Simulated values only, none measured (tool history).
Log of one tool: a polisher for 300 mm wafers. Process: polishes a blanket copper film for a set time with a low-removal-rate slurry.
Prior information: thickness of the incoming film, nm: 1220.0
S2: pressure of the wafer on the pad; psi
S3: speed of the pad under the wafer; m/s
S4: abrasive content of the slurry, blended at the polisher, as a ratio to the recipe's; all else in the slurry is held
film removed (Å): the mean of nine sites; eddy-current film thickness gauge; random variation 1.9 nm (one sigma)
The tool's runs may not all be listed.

Run 1, hour 0: flow of slurry (ml/min) 245, S2 2 psi, S3 1.42 m/s, S4 1, polishing time (s) 87. Result: film removed (Å) 3033.8.
Run 2, hour 8.1: flow of slurry (ml/min) 215, S2 2 psi, S3 1.42 m/s, S4 1, polishing time (s) 87. Result: film removed (Å) 3033.5.
Run 3, hour 10.7: flow of slurry (ml/min) 215, S2 2.4 psi, S3 1.42 m/s, S4 1, polishing time (s) 87. Result: film removed (Å) 3415.4.
Run 4, hour 17.9: flow of slurry (ml/min) 215, S2 2 psi, S3 1.4 m/s, S4 1, polishing time (s) 87. Result: film removed (Å) 2912.9.
Run 5, hour 23.9: flow of slurry (ml/min) 215, S2 2 psi, S3 1.4 m/s, S4 0.9, polishing time (s) 87. Result: film removed (Å) 2929.2.
Run 6, hour 26.7: flow of slurry (ml/min) 210, S2 1.8 psi, S3 1.4 m/s, S4 0.9, polishing time (s) 87. Result: film removed (Å) 2679.8.

Expected results for the next run?
Run 7, hour 33.3: flow of slurry (ml/min) 205, S2 1.7 psi, S3 1.4 m/s, S4 0.9, polishing time (s) 87. Result: film removed (Å) ?.

{"run 7": {"film removed (Å)": 2595.9}}
